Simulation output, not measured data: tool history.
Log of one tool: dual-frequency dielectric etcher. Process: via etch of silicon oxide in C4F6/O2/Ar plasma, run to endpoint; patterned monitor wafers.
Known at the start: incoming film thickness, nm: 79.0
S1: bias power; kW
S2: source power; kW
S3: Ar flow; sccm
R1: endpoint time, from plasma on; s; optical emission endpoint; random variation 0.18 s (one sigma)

run 1 hour=0.0 | S1=0.493 S2=0.320 S3=413 | R1=19.881
run 2 hour=6.5 | S1=0.457 S2=0.310 S3=416 | R1=20.361
run 3 hour=15.4 | S1=0.457 S2=0.310 S3=374 | R1=20.304
run 4 hour=22.2 | S1=0.457 S2=0.310 S3=335 | R1=20.285
run 5 hour=28.0 | S1=0.500 S2=0.310 S3=335 | R1=19.617
run 6 hour=36.7 | S1=0.456 S2=0.310 S3=335 | R1=20.115

Forecast run 7:
run 7 hour=41.3 | S1=0.425 S2=0.300 S3=340 | R1=?

Run 7 gave R1 20.904 s.

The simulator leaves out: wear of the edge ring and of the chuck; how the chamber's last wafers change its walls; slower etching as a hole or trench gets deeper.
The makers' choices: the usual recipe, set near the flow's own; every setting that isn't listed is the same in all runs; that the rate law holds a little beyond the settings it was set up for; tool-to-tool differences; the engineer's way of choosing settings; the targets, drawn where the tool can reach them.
